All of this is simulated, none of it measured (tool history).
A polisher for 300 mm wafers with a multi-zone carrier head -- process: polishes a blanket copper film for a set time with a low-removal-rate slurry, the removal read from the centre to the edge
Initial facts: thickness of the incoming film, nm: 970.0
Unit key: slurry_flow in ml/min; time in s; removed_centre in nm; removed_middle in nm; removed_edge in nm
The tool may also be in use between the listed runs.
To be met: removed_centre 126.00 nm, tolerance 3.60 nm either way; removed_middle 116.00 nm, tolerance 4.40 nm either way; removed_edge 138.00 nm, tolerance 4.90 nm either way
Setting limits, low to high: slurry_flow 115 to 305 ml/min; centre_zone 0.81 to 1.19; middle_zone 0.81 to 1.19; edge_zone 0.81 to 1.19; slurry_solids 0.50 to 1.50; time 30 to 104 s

Run 1, hour 0.0: slurry_flow 195 ml/min, centre_zone 1.00, middle_zone 1.00, edge_zone 1.00, slurry_solids 1.00, time 67 s. Result: removed_centre 137.23 nm, removed_middle 138.11 nm, removed_edge 135.08 nm.
Run 2, hour 5.0: slurry_flow 195 ml/min, centre_zone 1.07, middle_zone 1.00, edge_zone 1.00, slurry_solids 1.00, time 67 s. Result: removed_centre 150.46 nm, removed_middle 136.47 nm, removed_edge 134.81 nm.
Run 3, hour 8.6: slurry_flow 190 ml/min, centre_zone 1.06, middle_zone 0.98, edge_zone 1.01, slurry_solids 1.00, time 67 s. Result: removed_centre 146.85 nm, removed_middle 136.28 nm, removed_edge 138.45 nm.
Run 4, hour 12.5: slurry_flow 190 ml/min, centre_zone 1.06, middle_zone 0.98, edge_zone 1.08, slurry_solids 1.00, time 67 s. Result: removed_centre 145.26 nm, removed_middle 136.91 nm, removed_edge 143.35 nm.
Run 5, hour 17.5: slurry_flow 185 ml/min, centre_zone 1.05, middle_zone 0.96, edge_zone 1.08, slurry_solids 1.00, time 67 s. Result: removed_centre 142.35 nm, removed_middle 134.81 nm, removed_edge 141.84 nm.
Run 6, hour 25.3: slurry_flow 155 ml/min, centre_zone 1.05, middle_zone 0.96, edge_zone 1.08, slurry_solids 1.00, time 67 s. Result: removed_centre 137.92 nm, removed_middle 127.10 nm, removed_edge 138.27 nm.
Run 7, hour 30.1: slurry_flow 150 ml/min, centre_zone 1.04, middle_zone 0.95, edge_zone 1.09, slurry_solids 1.00, time 67 s. Result: removed_centre 136.10 nm, removed_middle 125.42 nm, removed_edge 138.04 nm.
Run 8, hour 34.0: slurry_flow 145 ml/min, centre_zone 1.03, middle_zone 0.94, edge_zone 1.10, slurry_solids 1.00, time 67 s. Result: removed_centre 132.74 nm, removed_middle 121.97 nm, removed_edge 140.42 nm.
Run 9, hour 35.6: slurry_flow 140 ml/min, centre_zone 1.03, middle_zone 0.94, edge_zone 1.10, slurry_solids 1.00, time 67 s. Result: removed_centre 131.88 nm, removed_middle 124.51 nm, removed_edge 135.57 nm.
Run 10, hour 36.2: slurry_flow 135 ml/min, centre_zone 1.03, middle_zone 0.93, edge_zone 1.11, slurry_solids 1.00, time 67 s. Result: removed_centre 130.37 nm, removed_middle 120.04 nm, removed_edge 135.71 nm.
Run 11, hour 44.9: slurry_flow 115 ml/min, centre_zone 1.00, middle_zone 0.91, edge_zone 1.15, slurry_solids 1.05, time 67 s. Result: removed_centre 121.97 nm, removed_middle 113.65 nm, removed_edge 133.96 nm.

Next run, 5 choices. One meets every target within its allowed miss, the rest don't. Which?
Run A, hour 53.6: slurry_flow 160 ml/min, centre_zone 1.06, middle_zone 0.88, edge_zone 1.14, slurry_solids 0.95, time 61 s. Result: removed_centre ?, removed_middle ?, removed_edge ?.
Run B, hour 53.6: slurry_flow 120 ml/min, centre_zone 1.01, middle_zone 0.98, edge_zone 1.14, slurry_solids 1.15, time 67 s. Result: removed_centre ?, removed_middle ?, removed_edge ?.
Run C, hour 53.6: slurry_flow 125 ml/min, centre_zone 0.85, middle_zone 0.81, edge_zone 1.19, slurry_solids 0.90, time 75 s. Result: removed_centre ?, removed_middle ?, removed_edge ?.
Run D, hour 53.6: slurry_flow 145 ml/min, centre_zone 0.99, middle_zone 0.88, edge_zone 1.13, slurry_solids 0.90, time 67 s. Result: removed_centre ?, removed_middle ?, removed_edge ?.
Run E, hour 53.6: slurry_flow 140 ml/min, centre_zone 0.96, middle_zone 1.04, edge_zone 1.03, slurry_solids 1.20, time 61 s. Result: removed_centre ?, removed_middle ?, removed_edge ?.

move  removed_centre  removed_middle  removed_edge
   A          126.71          109.16        127.10
   B          126.49          126.28        137.02
   C          115.45          117.16        151.89
   D          125.64          116.30        135.58
   E          115.63          127.04        122.90
A: brings the result that was furthest off to its target, and leaves another outside
B: brings the result that was furthest off to its target, and leaves another outside
C: moves away from the targets compared with the last run
D: every result lands within tolerance
E: moves away from the targets compared with the last run
Move D is the one to make.
